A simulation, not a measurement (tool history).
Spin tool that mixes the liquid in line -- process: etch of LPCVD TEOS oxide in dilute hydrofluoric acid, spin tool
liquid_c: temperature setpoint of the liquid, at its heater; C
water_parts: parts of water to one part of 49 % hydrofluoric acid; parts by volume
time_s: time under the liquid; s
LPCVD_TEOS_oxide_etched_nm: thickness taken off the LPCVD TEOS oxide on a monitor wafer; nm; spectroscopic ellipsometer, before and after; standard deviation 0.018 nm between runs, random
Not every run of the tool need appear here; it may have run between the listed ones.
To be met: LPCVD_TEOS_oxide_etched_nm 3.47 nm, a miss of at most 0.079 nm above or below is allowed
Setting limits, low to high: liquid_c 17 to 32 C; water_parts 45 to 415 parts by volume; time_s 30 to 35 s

run 1 day=0 | liquid_c=24 water_parts=230 time_s=35 | LPCVD_TEOS_oxide_etched_nm=3.7351
run 2 day=0.246 | liquid_c=23.5 water_parts=230 time_s=35 | LPCVD_TEOS_oxide_etched_nm=3.6696
run 3 day=0.354 | liquid_c=23 water_parts=230 time_s=35 | LPCVD_TEOS_oxide_etched_nm=3.5987
run 4 day=0.417 | liquid_c=23 water_parts=185 time_s=35 | LPCVD_TEOS_oxide_etched_nm=4.7057
run 5 day=0.629 | liquid_c=23 water_parts=185 time_s=30 | LPCVD_TEOS_oxide_etched_nm=4.0174
run 6 day=0.821 | liquid_c=25 water_parts=185 time_s=30 | LPCVD_TEOS_oxide_etched_nm=4.355
run 7 day=1.183 | liquid_c=23.5 water_parts=190 time_s=30 | LPCVD_TEOS_oxide_etched_nm=3.9744
run 8 day=1.329 | liquid_c=22.5 water_parts=190 time_s=30 | LPCVD_TEOS_oxide_etched_nm=3.8761
run 9 day=1.55 | liquid_c=22 water_parts=190 time_s=30 | LPCVD_TEOS_oxide_etched_nm=3.7561
run 10 day=1.75 | liquid_c=21.5 water_parts=190 time_s=30 | LPCVD_TEOS_oxide_etched_nm=3.6978
run 11 day=1.825 | liquid_c=21 water_parts=190 time_s=30 | LPCVD_TEOS_oxide_etched_nm=3.611
run 12 day=1.904 | liquid_c=20.5 water_parts=190 time_s=30 | LPCVD_TEOS_oxide_etched_nm=3.5979
-- day=2.254 hydrofluoric acid flow meter replaced
run 13 day=2.254 | liquid_c=20 water_parts=190 time_s=30 | LPCVD_TEOS_oxide_etched_nm=3.8269
run 14 day=2.479 | liquid_c=19.5 water_parts=195 time_s=30 | LPCVD_TEOS_oxide_etched_nm=3.6572
run 15 day=2.654 | liquid_c=19.5 water_parts=195 time_s=30 | LPCVD_TEOS_oxide_etched_nm=3.643
run 16 day=2.762 | liquid_c=19 water_parts=195 time_s=30 | LPCVD_TEOS_oxide_etched_nm=3.5908

Below are 5 possible settings for the next run. Only one of them brings all results inside the allowed miss of their targets. Which is it?
run A day=2.871 | liquid_c=20.5 water_parts=200 time_s=30 | LPCVD_TEOS_oxide_etched_nm=?
run B day=2.871 | liquid_c=19.5 water_parts=230 time_s=35 | LPCVD_TEOS_oxide_etched_nm=?
run C day=2.871 | liquid_c=18 water_parts=205 time_s=30 | LPCVD_TEOS_oxide_etched_nm=?
run D day=2.871 | liquid_c=19.5 water_parts=195 time_s=30 | LPCVD_TEOS_oxide_etched_nm=?
run E day=2.871 | liquid_c=17 water_parts=195 time_s=30 | LPCVD_TEOS_oxide_etched_nm=?

move=A LPCVD_TEOS_oxide_etched_nm=3.6575
move=B LPCVD_TEOS_oxide_etched_nm=3.4691
move=C LPCVD_TEOS_oxide_etched_nm=3.2223
move=D LPCVD_TEOS_oxide_etched_nm=3.6268
move=E LPCVD_TEOS_oxide_etched_nm=3.2861
A: further off than the last run
B: hits every target within its allowed miss
C: pushes the last run's worst result past its target
D: further off than the last run
E: pushes the last run's worst result past its target
B meets every target.

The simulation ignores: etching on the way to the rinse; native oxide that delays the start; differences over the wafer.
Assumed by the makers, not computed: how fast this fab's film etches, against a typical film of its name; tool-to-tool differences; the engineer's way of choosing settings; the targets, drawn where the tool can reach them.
